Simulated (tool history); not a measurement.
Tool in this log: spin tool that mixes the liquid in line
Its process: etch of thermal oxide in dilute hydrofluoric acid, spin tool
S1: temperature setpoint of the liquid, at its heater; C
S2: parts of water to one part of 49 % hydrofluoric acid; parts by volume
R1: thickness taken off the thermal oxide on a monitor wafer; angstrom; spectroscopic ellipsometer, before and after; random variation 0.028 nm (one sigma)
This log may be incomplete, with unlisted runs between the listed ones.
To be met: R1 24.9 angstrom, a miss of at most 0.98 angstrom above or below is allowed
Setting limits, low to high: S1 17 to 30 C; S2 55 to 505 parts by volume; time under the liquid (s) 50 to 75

{"run": 1, "hour": 0.0, "S1": 22, "S2": 280, "time under the liquid (s)": 75, "R1": 8.8381}
{"run": 2, "hour": 6.9, "S1": 23.5, "S2": 240, "time under the liquid (s)": 75, "R1": 11.084}
{"run": 3, "hour": 14.0, "S1": 24.5, "S2": 210, "time under the liquid (s)": 75, "R1": 13.793}
{"run": 4, "hour": 14.7, "S1": 25.5, "S2": 195, "time under the liquid (s)": 75, "R1": 15.462}
{"run": 5, "hour": 21.9, "S1": 25.5, "S2": 195, "time under the liquid (s)": 75, "R1": 15.477}
{"run": 6, "hour": 29.3, "S1": 25.5, "S2": 195, "time under the liquid (s)": 50, "R1": 10.333}
{"run": 7, "hour": 30.6, "S1": 26, "S2": 165, "time under the liquid (s)": 55, "R1": 14.233}
{"run": 8, "hour": 33.0, "S1": 26, "S2": 165, "time under the liquid (s)": 55, "R1": 14.253}
{"run": 9, "hour": 41.7, "S1": 30, "S2": 55, "time under the liquid (s)": 55, "R1": 56.42}
{"run": 10, "hour": 50.7, "S1": 28.5, "S2": 55, "time under the liquid (s)": 55, "R1": 53.713}
{"run": 11, "hour": 57.2, "S1": 26, "S2": 60, "time under the liquid (s)": 55, "R1": 44.637}
{"run": 12, "hour": 58.9, "S1": 24.5, "S2": 70, "time under the liquid (s)": 55, "R1": 35.422}
{"run": 13, "hour": 62.2, "S1": 23, "S2": 70, "time under the liquid (s)": 55, "R1": 32.563}
{"run": 14, "hour": 65.8, "S1": 22, "S2": 70, "time under the liquid (s)": 55, "R1": 31.539}
{"run": 15, "hour": 74.4, "S1": 21, "S2": 70, "time under the liquid (s)": 55, "R1": 29.956}
{"run": 16, "hour": 78.3, "S1": 20, "S2": 70, "time under the liquid (s)": 55, "R1": 29.277}
{"run": 17, "hour": 85.4, "S1": 19.5, "S2": 70, "time under the liquid (s)": 55, "R1": 28.903}
{"run": 18, "hour": 94.2, "S1": 19, "S2": 70, "time under the liquid (s)": 55, "R1": 28.262}

Pick the move, out of 5, that brings all results within their allowed miss; only one does.
{"run": "A", "hour": 103.0, "S1": 20, "S2": 75, "time under the liquid (s)": 50, "R1": "?"}
{"run": "B", "hour": 103.0, "S1": 22, "S2": 130, "time under the liquid (s)": 75, "R1": "?"}
{"run": "C", "hour": 103.0, "S1": 20.5, "S2": 80, "time under the liquid (s)": 75, "R1": "?"}
{"run": "D", "hour": 103.0, "S1": 19, "S2": 55, "time under the liquid (s)": 50, "R1": "?"}
{"run": "E", "hour": 103.0, "S1": 17, "S2": 100, "time under the liquid (s)": 70, "R1": "?"}

move=A R1=24.224
move=B R1=21.357
move=C R1=34.58
move=D R1=32.414
move=E R1=21.82
A: every result lands within tolerance
B: the result that was furthest off in the last run now lies on the other side of its target
C: moves away from the targets compared with the last run
D: moves away from the targets compared with the last run
E: the result that was furthest off in the last run now lies on the other side of its target
Answer: A
